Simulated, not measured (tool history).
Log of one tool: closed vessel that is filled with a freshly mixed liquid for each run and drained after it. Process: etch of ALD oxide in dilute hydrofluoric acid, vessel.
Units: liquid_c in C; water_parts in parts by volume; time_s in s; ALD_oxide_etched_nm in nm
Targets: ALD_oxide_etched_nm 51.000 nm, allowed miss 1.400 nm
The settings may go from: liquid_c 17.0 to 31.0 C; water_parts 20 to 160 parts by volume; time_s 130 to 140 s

run 1 hour=0.0 | liquid_c=23.0 water_parts=90 time_s=130 | ALD_oxide_etched_nm=28.014
run 2 hour=6.7 | liquid_c=23.0 water_parts=90 time_s=140 | ALD_oxide_etched_nm=29.828
run 3 hour=15.3 | liquid_c=23.0 water_parts=105 time_s=140 | ALD_oxide_etched_nm=25.493
run 4 hour=20.0 | liquid_c=25.5 water_parts=95 time_s=140 | ALD_oxide_etched_nm=31.830
run 5 hour=21.6 | liquid_c=27.0 water_parts=90 time_s=140 | ALD_oxide_etched_nm=35.707
run 6 hour=23.4 | liquid_c=28.0 water_parts=85 time_s=140 | ALD_oxide_etched_nm=38.627
run 7 hour=26.0 | liquid_c=28.0 water_parts=85 time_s=140 | ALD_oxide_etched_nm=39.374
run 8 hour=30.1 | liquid_c=29.0 water_parts=80 time_s=140 | ALD_oxide_etched_nm=43.632
run 9 hour=36.4 | liquid_c=29.5 water_parts=80 time_s=140 | ALD_oxide_etched_nm=44.964
-- hour=37.8 hydrofluoric acid flow meter replaced
run 10 hour=37.8 | liquid_c=30.0 water_parts=80 time_s=140 | ALD_oxide_etched_nm=42.815
run 11 hour=42.8 | liquid_c=30.5 water_parts=75 time_s=140 | ALD_oxide_etched_nm=46.152

4 next moves are on the table. One of them brings every result within its allowed miss. Which?
run A hour=47.8 | liquid_c=31.0 water_parts=65 time_s=140 | ALD_oxide_etched_nm=?
run B hour=47.8 | liquid_c=30.5 water_parts=65 time_s=130 | ALD_oxide_etched_nm=?
run C hour=47.8 | liquid_c=26.5 water_parts=65 time_s=130 | ALD_oxide_etched_nm=?
run D hour=47.8 | liquid_c=30.5 water_parts=80 time_s=140 | ALD_oxide_etched_nm=?

move=A ALD_oxide_etched_nm=55.365
move=B ALD_oxide_etched_nm=50.432
move=C ALD_oxide_etched_nm=43.116
move=D ALD_oxide_etched_nm=43.147
A: takes the result that was furthest off past its target
B: meets every target
C: further off than the last run
D: further off than the last run
Answer: B

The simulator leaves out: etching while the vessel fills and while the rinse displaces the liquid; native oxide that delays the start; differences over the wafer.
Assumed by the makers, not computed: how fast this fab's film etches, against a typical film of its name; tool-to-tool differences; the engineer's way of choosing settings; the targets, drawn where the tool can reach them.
